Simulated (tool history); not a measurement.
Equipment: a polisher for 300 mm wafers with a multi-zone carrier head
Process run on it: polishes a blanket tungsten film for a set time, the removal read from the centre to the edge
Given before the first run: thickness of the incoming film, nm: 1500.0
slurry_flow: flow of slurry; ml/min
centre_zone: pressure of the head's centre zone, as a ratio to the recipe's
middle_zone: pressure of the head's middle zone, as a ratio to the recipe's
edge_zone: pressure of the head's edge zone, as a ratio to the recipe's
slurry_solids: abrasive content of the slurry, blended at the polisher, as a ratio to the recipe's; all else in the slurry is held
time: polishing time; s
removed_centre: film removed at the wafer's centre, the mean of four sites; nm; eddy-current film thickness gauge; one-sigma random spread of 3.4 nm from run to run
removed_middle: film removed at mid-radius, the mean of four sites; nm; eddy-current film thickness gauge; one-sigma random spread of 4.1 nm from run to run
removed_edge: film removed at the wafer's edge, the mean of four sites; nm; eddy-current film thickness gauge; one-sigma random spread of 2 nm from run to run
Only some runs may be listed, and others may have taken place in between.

run    day  slurry_flow  centre_zone  middle_zone  edge_zone  slurry_solids  time  removed_centre  removed_middle  removed_edge
  1  0.000          165         1.00         1.00       1.00            1.0    81          399.52          393.94        398.71
  2  0.033          155         0.99         0.97       0.97            0.9    81          385.23          379.46        382.80
  3  0.338          195         0.99         0.97       0.97            0.9    81          394.05          389.75        390.01
  4  0.667          195         0.99         0.97       0.97            0.7    81          378.20          372.15        372.02
  5  0.833          195         0.99         0.97       0.97            0.7    64          298.40          291.16        295.15
  6  0.883          200         1.00         0.97       0.99            0.7    64          303.67          294.55        300.70

Expected results for the next run?
  7  0.929          205         1.01         0.97       1.01            0.7    64               ?               ?             ?

removed_centre: 305.67 nm
removed_middle: 293.42 nm
removed_edge: 304.07 nm

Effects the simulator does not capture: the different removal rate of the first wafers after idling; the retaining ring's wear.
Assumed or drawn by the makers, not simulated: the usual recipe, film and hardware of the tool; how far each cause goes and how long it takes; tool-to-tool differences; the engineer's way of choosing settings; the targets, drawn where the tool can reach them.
